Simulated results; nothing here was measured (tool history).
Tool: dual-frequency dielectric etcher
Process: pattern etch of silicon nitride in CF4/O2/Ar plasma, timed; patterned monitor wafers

run	hour	source power (W)	bias power (W)	Ar flow (sccm)	CF4 flow (sccm)	etch time (s)	mean etch depth across the wafer (nm)
1	0.0	430	64	102	102	102.5	177.80
2	3.2	480	65	102	102	102.5	202.13
3	5.9	480	65	102	86	102.5	194.24
4	10.4	510	65	102	86	102.5	208.42
5	18.9	470	65	102	86	102.5	191.32
6	21.7	470	65	117	86	102.5	188.59
7	25.8	510	65	117	86	102.5	204.22

The next listed run, before its measurement:
8	27.3	530	65	117	86	102.5	?

{"run 8": {"mean etch depth across the wafer (nm)": 212.02}}

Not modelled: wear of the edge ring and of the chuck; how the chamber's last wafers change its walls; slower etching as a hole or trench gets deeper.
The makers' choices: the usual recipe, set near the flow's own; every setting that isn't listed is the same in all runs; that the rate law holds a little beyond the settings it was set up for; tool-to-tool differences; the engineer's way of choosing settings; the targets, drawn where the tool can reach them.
